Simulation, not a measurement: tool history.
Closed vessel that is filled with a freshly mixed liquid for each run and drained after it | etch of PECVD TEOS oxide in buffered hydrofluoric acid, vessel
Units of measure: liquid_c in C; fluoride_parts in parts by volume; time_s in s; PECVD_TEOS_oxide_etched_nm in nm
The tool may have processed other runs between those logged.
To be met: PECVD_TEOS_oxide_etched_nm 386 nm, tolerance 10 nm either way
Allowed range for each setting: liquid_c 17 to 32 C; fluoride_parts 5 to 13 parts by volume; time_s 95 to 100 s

run	hour	liquid_c	fluoride_parts	time_s	PECVD_TEOS_oxide_etched_nm
1	0	24	8	95	241.46
2	6.7	24	8	100	254.13
3	11.8	26.5	8	100	291.04
4	15.6	26.5	7	100	332
5	19.6	26.5	7	100	331.73
6	21.1	24	7	100	295.8
# hour 29.7: thermometer replaced
7	29.7	26	7	100	300.51
8	30.8	28	7	100	340.34
9	37.9	29	7	100	357.35

Next run, 5 choices. One meets every target within its allowed miss, the rest don't. Which?
A	45	30.5	8	100	?
B	45	30.5	6	95	?
C	45	28	5.5	100	?
D	45	29	6	95	?
E	45	29	6	100	?

move	PECVD_TEOS_oxide_etched_nm
A	337.24
B	422.79
C	420.04
D	390.84
E	411.41
A: further off than the last run
B: takes the biggest miss from the last run beyond its target
C: takes the biggest miss from the last run beyond its target
D: hits every target within its allowed miss
E: takes the biggest miss from the last run beyond its target
Go with D: it meets all targets.
